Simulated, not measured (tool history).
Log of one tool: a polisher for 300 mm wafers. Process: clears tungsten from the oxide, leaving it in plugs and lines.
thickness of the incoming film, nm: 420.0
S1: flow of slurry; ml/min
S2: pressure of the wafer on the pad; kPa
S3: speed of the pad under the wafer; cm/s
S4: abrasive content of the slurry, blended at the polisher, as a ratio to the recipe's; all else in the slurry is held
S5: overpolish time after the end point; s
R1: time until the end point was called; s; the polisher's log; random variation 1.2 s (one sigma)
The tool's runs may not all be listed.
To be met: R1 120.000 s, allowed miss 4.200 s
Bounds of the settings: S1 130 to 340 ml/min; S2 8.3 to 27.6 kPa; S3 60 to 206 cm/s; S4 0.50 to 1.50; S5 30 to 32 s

{"run": 1, "hour": 0.0, "S1": 220, "S2": 17.9, "S3": 132, "S4": 1.0, "S5": 30, "R1": 81.455}
{"run": 2, "hour": 1.7, "S1": 220, "S2": 17.9, "S3": 132, "S4": 1.1, "S5": 30, "R1": 78.628}
{"run": 3, "hour": 3.1, "S1": 220, "S2": 15.2, "S3": 132, "S4": 1.1, "S5": 30, "R1": 93.28}
{"run": 4, "hour": 3.8, "S1": 220, "S2": 13.8, "S3": 132, "S4": 1.1, "S5": 30, "R1": 103.28}
{"run": 5, "hour": 9.1, "S1": 220, "S2": 13.1, "S3": 132, "S4": 1.1, "S5": 30, "R1": 107.37}
{"run": 6, "hour": 11.9, "S1": 185, "S2": 13.1, "S3": 132, "S4": 1.1, "S5": 30, "R1": 110.12}
{"run": 7, "hour": 17.7, "S1": 185, "S2": 13.1, "S3": 132, "S4": 1.1, "S5": 30, "R1": 109.04}
{"run": 8, "hour": 23.9, "S1": 185, "S2": 12.4, "S3": 132, "S4": 1.1, "S5": 30, "R1": 115.01}
{"run": 9, "hour": 29.9, "S1": 180, "S2": 12.4, "S3": 132, "S4": 1.1, "S5": 30, "R1": 113.25}

Which of these 4 next moves meets every target?
{"run": "A", "hour": 35.9, "S1": 205, "S2": 13.1, "S3": 126, "S4": 1.15, "S5": 30, "R1": "?"}
{"run": "B", "hour": 35.9, "S1": 130, "S2": 12.4, "S3": 138, "S4": 1.35, "S5": 32, "R1": "?"}
{"run": "C", "hour": 35.9, "S1": 150, "S2": 11.7, "S3": 132, "S4": 1.15, "S5": 30, "R1": "?"}
{"run": "D", "hour": 35.9, "S1": 180, "S2": 12.4, "S3": 150, "S4": 1.05, "S5": 31, "R1": "?"}

move=A R1=109.070
move=B R1=107.830
move=C R1=120.830
move=D R1=106.520
A: further off than the last run
B: further off than the last run
C: meets every target
D: further off than the last run
Answer: C
